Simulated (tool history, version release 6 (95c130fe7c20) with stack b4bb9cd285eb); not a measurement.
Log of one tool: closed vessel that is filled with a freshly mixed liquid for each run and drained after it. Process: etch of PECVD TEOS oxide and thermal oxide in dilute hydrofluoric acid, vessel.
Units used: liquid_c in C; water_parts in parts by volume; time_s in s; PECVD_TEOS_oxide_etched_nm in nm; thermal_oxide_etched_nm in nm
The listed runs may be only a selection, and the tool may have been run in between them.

run 1 hour=0 | liquid_c=22 water_parts=65 time_s=60 | PECVD_TEOS_oxide_etched_nm=9.3194 thermal_oxide_etched_nm=4.1876
run 2 hour=8.7 | liquid_c=20 water_parts=65 time_s=60 | PECVD_TEOS_oxide_etched_nm=8.5427 thermal_oxide_etched_nm=3.8087
run 3 hour=17.8 | liquid_c=20 water_parts=55 time_s=60 | PECVD_TEOS_oxide_etched_nm=10.214 thermal_oxide_etched_nm=4.5755
run 4 hour=27 | liquid_c=20 water_parts=40 time_s=60 | PECVD_TEOS_oxide_etched_nm=14.247 thermal_oxide_etched_nm=6.3635
run 5 hour=27.9 | liquid_c=17.5 water_parts=40 time_s=60 | PECVD_TEOS_oxide_etched_nm=12.927 thermal_oxide_etched_nm=5.7605
run 6 hour=29.8 | liquid_c=20 water_parts=40 time_s=60 | PECVD_TEOS_oxide_etched_nm=14.363 thermal_oxide_etched_nm=6.4349

What will run 7 give?
run 7 hour=32.8 | liquid_c=24 water_parts=40 time_s=60 | PECVD_TEOS_oxide_etched_nm=? thermal_oxide_etched_nm=?

Run 7 produced PECVD_TEOS_oxide_etched_nm 17.066 nm, thermal_oxide_etched_nm 7.5679 nm.

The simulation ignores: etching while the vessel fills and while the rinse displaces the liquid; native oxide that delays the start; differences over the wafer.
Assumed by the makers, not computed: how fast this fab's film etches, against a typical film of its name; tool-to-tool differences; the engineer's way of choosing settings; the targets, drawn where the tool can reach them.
